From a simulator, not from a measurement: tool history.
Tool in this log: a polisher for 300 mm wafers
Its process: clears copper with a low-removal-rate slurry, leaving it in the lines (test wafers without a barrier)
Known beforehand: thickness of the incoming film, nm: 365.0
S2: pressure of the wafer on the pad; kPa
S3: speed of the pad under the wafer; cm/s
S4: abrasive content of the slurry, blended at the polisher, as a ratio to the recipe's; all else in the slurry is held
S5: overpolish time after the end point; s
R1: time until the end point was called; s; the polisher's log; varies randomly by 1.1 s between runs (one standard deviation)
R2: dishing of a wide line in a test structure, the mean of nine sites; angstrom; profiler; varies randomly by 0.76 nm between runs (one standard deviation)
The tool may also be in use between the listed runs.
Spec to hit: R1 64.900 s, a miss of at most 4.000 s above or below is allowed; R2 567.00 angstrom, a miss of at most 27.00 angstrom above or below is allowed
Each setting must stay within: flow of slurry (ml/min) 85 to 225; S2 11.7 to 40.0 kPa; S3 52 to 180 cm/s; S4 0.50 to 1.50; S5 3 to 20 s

{"run": 1, "hour": 0.0, "flow of slurry (ml/min)": 145, "S2": 25.5, "S3": 116, "S4": 1.0, "S5": 10, "R1": 91.419, "R2": 271.46}
{"run": 2, "hour": 1.0, "flow of slurry (ml/min)": 145, "S2": 26.2, "S3": 116, "S4": 1.0, "S5": 11, "R1": 88.152, "R2": 302.85}
{"run": 3, "hour": 2.6, "flow of slurry (ml/min)": 145, "S2": 26.2, "S3": 116, "S4": 1.2, "S5": 11, "R1": 85.252, "R2": 326.94}
{"run": 4, "hour": 3.4, "flow of slurry (ml/min)": 110, "S2": 26.2, "S3": 116, "S4": 1.2, "S5": 11, "R1": 88.337, "R2": 303.59}
{"run": 5, "hour": 4.1, "flow of slurry (ml/min)": 110, "S2": 26.2, "S3": 116, "S4": 1.2, "S5": 8, "R1": 85.379, "R2": 219.92}
{"run": 6, "hour": 6.5, "flow of slurry (ml/min)": 110, "S2": 26.2, "S3": 104, "S4": 1.2, "S5": 8, "R1": 99.742, "R2": 200.7}
{"run": 7, "hour": 9.1, "flow of slurry (ml/min)": 110, "S2": 27.6, "S3": 104, "S4": 1.2, "S5": 9, "R1": 95.852, "R2": 236.96}
{"run": 8, "hour": 11.0, "flow of slurry (ml/min)": 115, "S2": 29.0, "S3": 104, "S4": 1.2, "S5": 9, "R1": 87.408, "R2": 248.67}
{"run": 9, "hour": 11.6, "flow of slurry (ml/min)": 115, "S2": 29.6, "S3": 104, "S4": 1.2, "S5": 10, "R1": 84.567, "R2": 284.85}
{"run": 10, "hour": 14.4, "flow of slurry (ml/min)": 115, "S2": 30.3, "S3": 104, "S4": 1.2, "S5": 10, "R1": 83.172, "R2": 292.24}
{"run": 11, "hour": 18.8, "flow of slurry (ml/min)": 115, "S2": 31.0, "S3": 104, "S4": 1.2, "S5": 10, "R1": 82.573, "R2": 301.45}
{"run": 12, "hour": 20.7, "flow of slurry (ml/min)": 115, "S2": 31.7, "S3": 104, "S4": 1.2, "S5": 10, "R1": 80.949, "R2": 310.36}
{"run": 13, "hour": 23.8, "flow of slurry (ml/min)": 115, "S2": 32.4, "S3": 104, "S4": 1.2, "S5": 10, "R1": 79.264, "R2": 309.53}
{"run": 14, "hour": 28.4, "flow of slurry (ml/min)": 110, "S2": 36.5, "S3": 114, "S4": 1.2, "S5": 15, "R1": 64.809, "R2": 508.44}

Below are 4 possible settings for the next run. Only one of them brings all results inside the allowed miss of their targets. Which is it?
{"run": "A", "hour": 33.0, "flow of slurry (ml/min)": 135, "S2": 37.2, "S3": 108, "S4": 1.2, "S5": 16, "R1": "?", "R2": "?"}
{"run": "B", "hour": 33.0, "flow of slurry (ml/min)": 95, "S2": 37.9, "S3": 114, "S4": 1.3, "S5": 13, "R1": "?", "R2": "?"}
{"run": "C", "hour": 33.0, "flow of slurry (ml/min)": 125, "S2": 35.9, "S3": 108, "S4": 1.15, "S5": 14, "R1": "?", "R2": "?"}
{"run": "D", "hour": 33.0, "flow of slurry (ml/min)": 130, "S2": 31.7, "S3": 118, "S4": 1.35, "S5": 12, "R1": "?", "R2": "?"}

move=A R1=63.382 R2=558.81
move=B R1=64.415 R2=465.11
move=C R1=67.956 R2=472.35
move=D R1=66.805 R2=419.01
A: all results in spec
B: moves away from the targets compared with the last run
C: moves away from the targets compared with the last run
D: moves away from the targets compared with the last run
A is the move that brings every result within its allowed miss.
